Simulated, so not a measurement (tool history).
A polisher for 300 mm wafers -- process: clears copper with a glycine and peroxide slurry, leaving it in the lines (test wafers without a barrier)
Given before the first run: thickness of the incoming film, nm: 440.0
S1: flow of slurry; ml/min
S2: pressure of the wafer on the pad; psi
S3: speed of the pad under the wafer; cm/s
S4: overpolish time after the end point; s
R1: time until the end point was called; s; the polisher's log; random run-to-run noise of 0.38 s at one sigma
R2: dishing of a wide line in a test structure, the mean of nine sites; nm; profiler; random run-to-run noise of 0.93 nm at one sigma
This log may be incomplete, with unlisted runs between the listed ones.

run,hour,S1,S2,S3,S4,R1,R2
1,0.0,220,2.4,114,20,72.930,52.412
2,6.8,220,2.4,114,23,72.908,58.353
3,11.1,220,1.9,114,23,86.742,52.886
4,18.9,225,2.2,116,21,77.464,53.120
5,27.5,205,2.2,116,21,77.855,51.709
6,33.7,205,2.2,144,21,65.444,58.989
7,38.0,210,2.4,144,19,59.646,57.784
8,43.7,215,2.5,144,18,57.589,56.910

Run 9 comes next. What will it give?
9,51.1,220,2.6,144,17,?,?

{"run 9": {"R1": 56.261, "R2": 56.76}}
